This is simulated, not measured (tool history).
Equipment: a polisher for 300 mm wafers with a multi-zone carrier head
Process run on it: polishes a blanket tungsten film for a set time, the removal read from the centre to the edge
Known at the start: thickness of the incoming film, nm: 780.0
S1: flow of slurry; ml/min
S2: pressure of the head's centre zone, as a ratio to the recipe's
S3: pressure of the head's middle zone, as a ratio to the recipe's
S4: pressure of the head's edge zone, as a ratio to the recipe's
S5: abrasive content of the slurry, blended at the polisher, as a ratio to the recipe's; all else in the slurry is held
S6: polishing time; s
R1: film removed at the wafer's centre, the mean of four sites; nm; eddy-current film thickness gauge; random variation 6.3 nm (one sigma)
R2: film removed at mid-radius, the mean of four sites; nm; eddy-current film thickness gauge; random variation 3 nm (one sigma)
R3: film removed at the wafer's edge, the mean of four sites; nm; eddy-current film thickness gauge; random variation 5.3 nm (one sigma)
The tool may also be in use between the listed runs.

run	day	S1	S2	S3	S4	S5	S6	R1	R2	R3
1	0	300	1	1	1	1	32	313.2	317.66	321.33
2	0.362	300	1	1	1	0.9	32	296.57	309.66	313.09
3	0.558	300	1	1	0.95	0.9	32	305.67	310.39	300.33
4	0.7	310	1.04	0.99	0.98	1.05	33	333.91	327.38	328.38
5	1.004	310	1.07	0.96	0.99	1.15	35	375.12	350.87	353.69
6	1.308	310	1.07	0.96	0.91	1.15	35	379.52	348.83	336.62
7	1.4	315	1.1	0.94	0.95	1.25	36	409.82	356.22	361.46
8	1.758	325	1.12	0.93	0.99	1.3	37	421.74	365.99	386.3
9	1.875	325	1.13	0.92	1	1.35	38	437.56	376.21	404.35
10	2.217	330	1.14	0.91	1	1.4	39	469.32	386.36	413.87

Estimate the outcome of run 11 from the log above:
11	2.254	330	1.14	0.91	1	1.4	39	?	?	?

Run 11 measured R1 470.47 nm, R2 389.79 nm, R3 411.32 nm.

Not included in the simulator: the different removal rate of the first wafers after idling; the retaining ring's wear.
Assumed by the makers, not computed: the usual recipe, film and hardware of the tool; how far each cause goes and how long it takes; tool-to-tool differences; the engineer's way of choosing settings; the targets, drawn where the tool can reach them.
